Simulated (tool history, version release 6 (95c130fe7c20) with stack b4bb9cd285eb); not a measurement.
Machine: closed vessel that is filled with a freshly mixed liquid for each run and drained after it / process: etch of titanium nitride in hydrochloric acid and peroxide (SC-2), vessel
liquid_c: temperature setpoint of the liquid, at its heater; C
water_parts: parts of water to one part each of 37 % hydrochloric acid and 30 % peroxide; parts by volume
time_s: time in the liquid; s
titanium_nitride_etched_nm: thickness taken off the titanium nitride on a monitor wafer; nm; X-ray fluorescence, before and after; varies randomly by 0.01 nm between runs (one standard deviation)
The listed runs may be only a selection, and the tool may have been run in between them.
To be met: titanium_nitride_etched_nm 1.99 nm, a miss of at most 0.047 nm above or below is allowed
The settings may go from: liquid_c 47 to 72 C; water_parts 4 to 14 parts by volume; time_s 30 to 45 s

run,day,liquid_c,water_parts,time_s,titanium_nitride_etched_nm
1,0,63,7.5,45,3.2297
2,0.225,61.5,7.5,45,2.9277
3,0.433,60.5,7.5,45,2.7209
4,0.725,53.5,7.5,45,1.755
5,1.071,53.5,7.5,45,1.753
6,1.292,53.5,4.5,45,2.5511
7,1.438,53,4.5,45,2.4666
8,1.779,49,4.5,45,1.8948

Which of these 4 next moves meets every target?
A,2.121,53.5,4.5,35,?
B,2.121,54.5,6.5,45,?
C,2.121,48,4.5,45,?
D,2.121,57,6.5,35,?

move,titanium_nitride_etched_nm
A,1.9989
B,2.0974
C,1.784
D,1.9161
A: in spec on every target
B: the result that was furthest off in the last run now lies on the other side of its target
C: misses by more than the last run did
D: closes in on the targets versus the last run, not all within tolerance yet
A is the move that brings every result within its allowed miss.
